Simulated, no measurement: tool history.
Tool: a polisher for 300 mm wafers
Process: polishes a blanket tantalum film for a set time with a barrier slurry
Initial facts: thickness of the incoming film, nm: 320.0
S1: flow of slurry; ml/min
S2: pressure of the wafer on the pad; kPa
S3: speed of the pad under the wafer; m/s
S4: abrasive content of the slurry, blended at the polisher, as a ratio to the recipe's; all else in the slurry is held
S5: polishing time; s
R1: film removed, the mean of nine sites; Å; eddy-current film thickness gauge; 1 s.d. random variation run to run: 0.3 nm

| run | hour | S1 | S2 | S3 | S4 | S5 | R1 |
|---|---|---|---|---|---|---|---|
| 1 | 0 | 310 | 13.8 | 0.86 | 1 | 39 | 475.93 |
| 2 | 8.9 | 310 | 11.7 | 0.82 | 1 | 39 | 392.8 |
| 3 | 12.8 | 310 | 10.3 | 0.8 | 1 | 39 | 342.41 |
| 4 | 19.6 | 310 | 10.3 | 0.8 | 1 | 35 | 308.66 |
| 5 | 20.7 | 310 | 10.3 | 0.8 | 1.1 | 35 | 311.65 |
| 6 | 24.9 | 310 | 9.7 | 0.8 | 1.1 | 35 | 295.68 |
| 7 | 29.5 | 310 | 9 | 0.8 | 1.1 | 35 | 272.67 |

Run 8 comes next. What will it give?
| 8 | 32.5 | 310 | 8.3 | 0.8 | 1.1 | 35 | ? |

Logged for run 8: R1 252.3 Å.
